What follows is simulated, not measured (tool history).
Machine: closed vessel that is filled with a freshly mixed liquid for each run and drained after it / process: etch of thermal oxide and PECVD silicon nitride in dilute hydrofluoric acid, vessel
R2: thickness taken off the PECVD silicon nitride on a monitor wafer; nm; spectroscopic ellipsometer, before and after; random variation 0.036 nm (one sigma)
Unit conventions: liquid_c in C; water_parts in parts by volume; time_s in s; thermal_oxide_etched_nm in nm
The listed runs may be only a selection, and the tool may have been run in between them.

Run 1, hour 0.0: liquid_c 20.0 C, water_parts 170 parts by volume, time_s 1800 s. Result: thermal_oxide_etched_nm 41.625 nm, R2 36.386 nm.
Run 2, hour 8.2: liquid_c 19.5 C, water_parts 185 parts by volume, time_s 1675 s. Result: thermal_oxide_etched_nm 33.949 nm, R2 30.278 nm.
Run 3, hour 16.6: liquid_c 23.0 C, water_parts 185 parts by volume, time_s 1675 s. Result: thermal_oxide_etched_nm 39.442 nm, R2 38.309 nm.
Run 4, hour 26.0: liquid_c 23.0 C, water_parts 145 parts by volume, time_s 1675 s. Result: thermal_oxide_etched_nm 53.183 nm, R2 48.539 nm.
Run 5, hour 29.2: liquid_c 23.0 C, water_parts 115 parts by volume, time_s 1675 s. Result: thermal_oxide_etched_nm 68.621 nm, R2 60.826 nm.
Run 6, hour 31.7: liquid_c 24.5 C, water_parts 115 parts by volume, time_s 1675 s. Result: thermal_oxide_etched_nm 72.844 nm, R2 67.085 nm.
Run 7, hour 38.8: liquid_c 23.5 C, water_parts 140 parts by volume, time_s 1585 s. Result: thermal_oxide_etched_nm 53.322 nm, R2 49.018 nm.
Run 8, hour 47.9: liquid_c 23.5 C, water_parts 140 parts by volume, time_s 1585 s. Result: thermal_oxide_etched_nm 52.911 nm, R2 48.770 nm.
Run 9, hour 50.9: liquid_c 23.5 C, water_parts 140 parts by volume, time_s 1585 s. Result: thermal_oxide_etched_nm 53.825 nm, R2 49.119 nm.
Run 10, hour 59.7: liquid_c 22.5 C, water_parts 160 parts by volume, time_s 1515 s. Result: thermal_oxide_etched_nm 42.598 nm, R2 38.579 nm.
Run 11, hour 63.2: liquid_c 22.0 C, water_parts 180 parts by volume, time_s 1470 s. Result: thermal_oxide_etched_nm 34.461 nm, R2 32.270 nm.
Run 12, hour 67.1: liquid_c 21.5 C, water_parts 195 parts by volume, time_s 1405 s. Result: thermal_oxide_etched_nm 29.697 nm, R2 27.617 nm.

Estimate the outcome of run 13 from the log above:
Run 13, hour 72.9: liquid_c 21.0 C, water_parts 210 parts by volume, time_s 1345 s. Result: thermal_oxide_etched_nm ?, R2 ?.

thermal_oxide_etched_nm: 25.622 nm
R2: 23.735 nm

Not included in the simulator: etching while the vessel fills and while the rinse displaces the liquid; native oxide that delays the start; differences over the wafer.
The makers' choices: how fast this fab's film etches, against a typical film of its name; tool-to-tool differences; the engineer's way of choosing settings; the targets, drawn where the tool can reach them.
